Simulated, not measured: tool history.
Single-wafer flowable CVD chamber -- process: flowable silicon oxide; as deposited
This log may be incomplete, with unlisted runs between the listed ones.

run,hour,heater temperature setpoint (°C),chamber pressure (Torr),RF power (kW),deposition time (s),mean film thickness on the monitor wafer (Å)
1,0,95,0.637,1.9,1181,5921
2,2.6,95,0.637,1.635,1181,5685.5
3,10.8,96,0.637,1.635,1181,5523.3
4,15.7,87,0.637,1.635,1181,7095.2
5,19.9,82,0.637,1.635,1181,8123.8
6,24.4,82,0.637,1.635,1181,8130.1
7,29.7,94,0.634,1.635,1181,5767.1
8,34.5,95,0.634,1.635,1181,5624.2

Run 9 comes next. What will it give?
9,35.9,96,0.634,1.635,1181,?

mean film thickness on the monitor wafer (Å): 5443.3

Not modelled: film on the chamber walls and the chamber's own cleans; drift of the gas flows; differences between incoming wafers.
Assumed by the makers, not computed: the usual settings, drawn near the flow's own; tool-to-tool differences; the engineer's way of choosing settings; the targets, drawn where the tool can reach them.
